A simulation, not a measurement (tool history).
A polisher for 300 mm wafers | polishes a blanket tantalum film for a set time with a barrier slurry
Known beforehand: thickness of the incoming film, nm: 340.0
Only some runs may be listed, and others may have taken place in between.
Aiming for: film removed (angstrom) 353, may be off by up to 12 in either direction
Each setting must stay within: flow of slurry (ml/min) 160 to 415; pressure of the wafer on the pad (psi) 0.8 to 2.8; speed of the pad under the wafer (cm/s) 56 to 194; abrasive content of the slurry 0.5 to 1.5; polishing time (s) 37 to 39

run,day,flow of slurry (ml/min),pressure of the wafer on the pad (psi),speed of the pad under the wafer (cm/s),abrasive content of the slurry,polishing time (s),film removed (angstrom)
1,0,265,1.8,124,1,37,806.57
2,0.333,265,1.5,114,1,37,629.32
3,0.446,265,1.5,114,1,39,678.77
4,0.762,240,1.5,114,1,39,663.92
5,1.117,240,1.5,146,1,39,817.12
6,1.35,235,1.3,128,1,39,637.14
7,1.7,225,1.1,116,1,39,509.99
8,1.871,225,1.1,116,1,39,498.62

Consider the 4 candidate settings below. Which is the only one whose results all fall within their allowed miss of target?
A,2.042,275,0.9,102,1.05,39,?
B,2.042,210,0.8,102,1,37,?
C,2.042,280,1.2,80,0.75,37,?
D,2.042,260,1.8,122,0.85,39,?

move,film removed (angstrom)
A,386.33
B,315.96
C,351.02
D,796.68
A: nearer than the last run, and not there yet
B: pushes the last run's worst result past its target
C: meets every target
D: lands further from the targets than the last run did
The right move is C.
